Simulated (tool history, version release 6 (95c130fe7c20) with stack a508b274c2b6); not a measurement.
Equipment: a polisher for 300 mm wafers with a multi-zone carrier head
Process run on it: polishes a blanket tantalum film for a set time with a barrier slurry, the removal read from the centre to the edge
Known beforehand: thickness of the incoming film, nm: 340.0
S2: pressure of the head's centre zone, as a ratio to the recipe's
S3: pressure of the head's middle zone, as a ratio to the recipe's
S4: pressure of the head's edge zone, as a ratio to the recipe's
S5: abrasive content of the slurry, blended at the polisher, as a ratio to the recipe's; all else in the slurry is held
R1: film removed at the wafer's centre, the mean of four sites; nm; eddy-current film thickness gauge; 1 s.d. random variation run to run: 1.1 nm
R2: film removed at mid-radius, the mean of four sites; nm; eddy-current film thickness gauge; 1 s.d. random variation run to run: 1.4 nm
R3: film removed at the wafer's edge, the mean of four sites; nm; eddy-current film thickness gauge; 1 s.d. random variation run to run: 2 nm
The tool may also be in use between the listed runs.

{"run": 1, "hour": 0.0, "flow of slurry (ml/min)": 190, "S2": 1, "S3": 1, "S4": 1, "S5": 1, "polishing time (s)": 79, "R1": 99.445, "R2": 100.13, "R3": 95.644}
{"run": 2, "hour": 3.6, "flow of slurry (ml/min)": 190, "S2": 1, "S3": 1.04, "S4": 1, "S5": 1, "polishing time (s)": 79, "R1": 100.48, "R2": 103.15, "R3": 93.903}
{"run": 3, "hour": 8.6, "flow of slurry (ml/min)": 190, "S2": 1, "S3": 1.04, "S4": 0.97, "S5": 1, "polishing time (s)": 79, "R1": 98.859, "R2": 101.17, "R3": 93.978}
{"run": 4, "hour": 15.7, "flow of slurry (ml/min)": 190, "S2": 0.93, "S3": 1.04, "S4": 0.97, "S5": 1, "polishing time (s)": 79, "R1": 93.631, "R2": 103.52, "R3": 93.77}
{"run": 5, "hour": 18.2, "flow of slurry (ml/min)": 190, "S2": 0.93, "S3": 1.04, "S4": 0.89, "S5": 1, "polishing time (s)": 79, "R1": 92.09, "R2": 102.11, "R3": 90.959}
{"hour": 19.4, "done": "edge zone pressure recalibrated"}
{"run": 6, "hour": 19.4, "flow of slurry (ml/min)": 190, "S2": 0.93, "S3": 0.97, "S4": 0.89, "S5": 1, "polishing time (s)": 79, "R1": 91.564, "R2": 97.224, "R3": 93.516}
{"run": 7, "hour": 24.5, "flow of slurry (ml/min)": 195, "S2": 0.93, "S3": 0.96, "S4": 0.92, "S5": 1.15, "polishing time (s)": 86, "R1": 103.94, "R2": 111.33, "R3": 107.74}
{"run": 8, "hour": 26.8, "flow of slurry (ml/min)": 195, "S2": 0.93, "S3": 0.96, "S4": 0.92, "S5": 1.15, "polishing time (s)": 86, "R1": 105.1, "R2": 109.78, "R3": 106.81}
{"run": 9, "hour": 33.4, "flow of slurry (ml/min)": 200, "S2": 0.92, "S3": 0.96, "S4": 0.95, "S5": 1.25, "polishing time (s)": 92, "R1": 112.37, "R2": 118.72, "R3": 117.43}
{"run": 10, "hour": 36.8, "flow of slurry (ml/min)": 200, "S2": 0.92, "S3": 0.96, "S4": 0.95, "S5": 1.3, "polishing time (s)": 98, "R1": 123.6, "R2": 128.3, "R3": 125.47}
{"run": 11, "hour": 44.8, "flow of slurry (ml/min)": 210, "S2": 0.91, "S3": 0.96, "S4": 0.97, "S5": 1.35, "polishing time (s)": 102, "R1": 128.75, "R2": 138.27, "R3": 136.74}

Forecast run 12:
{"run": 12, "hour": 48.5, "flow of slurry (ml/min)": 225, "S2": 0.92, "S3": 0.96, "S4": 0.99, "S5": 1.4, "polishing time (s)": 104, "R1": "?", "R2": "?", "R3": "?"}

For run 12 the tool returned R1 135.07 nm, R2 140.63 nm, R3 143.05 nm.

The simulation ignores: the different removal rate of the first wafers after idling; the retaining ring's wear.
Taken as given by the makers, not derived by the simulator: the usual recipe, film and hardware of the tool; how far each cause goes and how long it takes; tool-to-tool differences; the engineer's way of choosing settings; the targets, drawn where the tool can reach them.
